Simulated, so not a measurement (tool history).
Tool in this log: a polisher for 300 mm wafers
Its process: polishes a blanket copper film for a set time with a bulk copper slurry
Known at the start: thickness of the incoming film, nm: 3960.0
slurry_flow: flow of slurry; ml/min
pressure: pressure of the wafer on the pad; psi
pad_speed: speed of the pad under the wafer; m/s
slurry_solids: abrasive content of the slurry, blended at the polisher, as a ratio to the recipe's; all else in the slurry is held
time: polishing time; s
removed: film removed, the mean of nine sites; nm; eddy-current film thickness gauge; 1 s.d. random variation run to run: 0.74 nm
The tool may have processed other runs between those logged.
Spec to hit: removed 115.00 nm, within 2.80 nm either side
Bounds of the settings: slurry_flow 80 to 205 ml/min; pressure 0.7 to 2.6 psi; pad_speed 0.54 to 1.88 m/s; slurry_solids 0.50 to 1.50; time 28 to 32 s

| run | hour | slurry_flow | pressure | pad_speed | slurry_solids | time | removed |
|---|---|---|---|---|---|---|---|
| 1 | 0.0 | 135 | 1.6 | 1.20 | 1.00 | 32 | 164.68 |
| 2 | 7.6 | 135 | 1.8 | 1.20 | 1.00 | 32 | 187.91 |
| 3 | 11.3 | 130 | 1.7 | 1.20 | 1.00 | 32 | 176.53 |
| 4 | 14.0 | 130 | 1.6 | 1.20 | 1.00 | 32 | 166.40 |
| 5 | 22.0 | 130 | 1.6 | 1.20 | 0.80 | 32 | 158.04 |
| 6 | 23.9 | 130 | 1.6 | 1.20 | 0.85 | 32 | 161.25 |
| 7 | 31.6 | 130 | 1.5 | 1.20 | 0.85 | 32 | 150.58 |
| 8 | 39.3 | 130 | 1.4 | 1.20 | 0.85 | 32 | 141.19 |
| 9 | 43.5 | 120 | 1.2 | 1.20 | 0.85 | 32 | 118.52 |
| 10 | 52.4 | 115 | 1.2 | 1.20 | 0.85 | 32 | 118.56 |
| 11 | 56.1 | 110 | 1.2 | 1.20 | 0.85 | 32 | 119.19 |
| 12 | 59.4 | 105 | 1.2 | 1.20 | 0.85 | 32 | 118.74 |

Which one of the following 4 next-run settings gets every result inside its allowed miss? There is exactly one.
| A | 62.7 | 120 | 1.2 | 1.28 | 0.80 | 31 | ? |
| B | 62.7 | 120 | 1.0 | 1.82 | 0.75 | 28 | ? |
| C | 62.7 | 85 | 1.5 | 1.04 | 0.80 | 30 | ? |
| D | 62.7 | 105 | 1.4 | 1.12 | 0.90 | 30 | ? |

| move | removed |
|---|---|
| A | 120.65 |
| B | 124.41 |
| C | 115.13 |
| D | 121.29 |
A: lands further from the targets than the last run did
B: lands further from the targets than the last run did
C: each result inside its tolerance
D: lands further from the targets than the last run did
The move that meets every target is C.
